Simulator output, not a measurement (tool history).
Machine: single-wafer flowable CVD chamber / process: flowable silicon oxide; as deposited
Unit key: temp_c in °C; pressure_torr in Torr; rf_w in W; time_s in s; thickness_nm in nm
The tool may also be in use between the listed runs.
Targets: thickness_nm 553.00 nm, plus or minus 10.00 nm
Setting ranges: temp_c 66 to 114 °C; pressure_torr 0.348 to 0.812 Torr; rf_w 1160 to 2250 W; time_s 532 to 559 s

Run 1, day 0.000: temp_c 90 °C, pressure_torr 0.580 Torr, rf_w 1705 W, time_s 559 s. Result: thickness_nm 318.49 nm.
Run 2, day 0.167: temp_c 86 °C, pressure_torr 0.580 Torr, rf_w 1705 W, time_s 559 s. Result: thickness_nm 362.94 nm.
Run 3, day 0.396: temp_c 83 °C, pressure_torr 0.580 Torr, rf_w 1705 W, time_s 559 s. Result: thickness_nm 402.31 nm.
Run 4, day 0.667: temp_c 83 °C, pressure_torr 0.580 Torr, rf_w 1890 W, time_s 559 s. Result: thickness_nm 412.34 nm.
Run 5, day 0.996: temp_c 81 °C, pressure_torr 0.580 Torr, rf_w 1890 W, time_s 559 s. Result: thickness_nm 442.95 nm.
Run 6, day 1.017: temp_c 81 °C, pressure_torr 0.580 Torr, rf_w 1890 W, time_s 559 s. Result: thickness_nm 446.46 nm.
Run 7, day 1.225: temp_c 80 °C, pressure_torr 0.580 Torr, rf_w 1890 W, time_s 559 s. Result: thickness_nm 458.56 nm.
Run 8, day 1.508: temp_c 80 °C, pressure_torr 0.580 Torr, rf_w 1890 W, time_s 559 s. Result: thickness_nm 458.30 nm.
Run 9, day 1.775: temp_c 79 °C, pressure_torr 0.580 Torr, rf_w 1890 W, time_s 559 s. Result: thickness_nm 473.09 nm.

4 candidate next runs follow, results not yet known. Just one meets every target within its allowed miss. Identify it.
Run A, day 2.042: temp_c 74 °C, pressure_torr 0.624 Torr, rf_w 1675 W, time_s 554 s. Result: thickness_nm ?.
Run B, day 2.042: temp_c 77 °C, pressure_torr 0.697 Torr, rf_w 1960 W, time_s 559 s. Result: thickness_nm ?.
Run C, day 2.042: temp_c 79 °C, pressure_torr 0.609 Torr, rf_w 1990 W, time_s 559 s. Result: thickness_nm ?.
Run D, day 2.042: temp_c 78 °C, pressure_torr 0.601 Torr, rf_w 1975 W, time_s 552 s. Result: thickness_nm ?.

move  thickness_nm
   A        552.79
   B        607.75
   C        504.99
   D        505.46
A: each result inside its tolerance
B: the result that was furthest off in the last run now lies on the other side of its target
C: an improvement on the last run, though not all results are within tolerance
D: an improvement on the last run, though not all results are within tolerance
A is the move that brings every result within its allowed miss.
